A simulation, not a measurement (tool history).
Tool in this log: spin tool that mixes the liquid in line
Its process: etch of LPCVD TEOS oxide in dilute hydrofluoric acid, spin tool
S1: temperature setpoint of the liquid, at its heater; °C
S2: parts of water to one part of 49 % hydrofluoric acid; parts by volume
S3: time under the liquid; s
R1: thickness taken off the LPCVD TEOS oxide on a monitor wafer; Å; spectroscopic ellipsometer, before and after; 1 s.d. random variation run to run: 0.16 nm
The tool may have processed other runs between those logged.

run,day,S1,S2,S3,R1
1,0.000,24.0,190,70,185.41
2,0.033,22.5,190,70,177.86
3,0.396,24.5,190,70,189.50
4,0.658,24.5,190,75,203.78
5,0.838,25.5,185,75,220.14
6,1.162,25.5,185,75,216.41

Run 7, settings as shown, results not yet in. Your forecast:
7,1.342,26.5,180,75,?

Run 7 yielded R1 235.17 Å.
